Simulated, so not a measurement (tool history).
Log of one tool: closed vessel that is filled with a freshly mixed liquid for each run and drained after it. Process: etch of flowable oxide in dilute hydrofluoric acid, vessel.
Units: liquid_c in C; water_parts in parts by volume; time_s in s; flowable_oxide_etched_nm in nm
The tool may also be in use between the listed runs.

run,hour,liquid_c,water_parts,time_s,flowable_oxide_etched_nm
1,0,20,275,85,5.66
2,5,20,355,85,4.1291
3,7.3,20,425,85,3.1953
4,9.6,20,475,85,2.8046
5,18.4,18,475,85,2.6067
6,23.7,18,500,85,2.4633
7,31.7,19,460,85,2.8301
8,37.1,20,425,85,3.2205

Forecast run 9:
# hour 39: thermometer replaced
9,39,24,315,85,?

Run 9 gave flowable_oxide_etched_nm 5.826 nm.
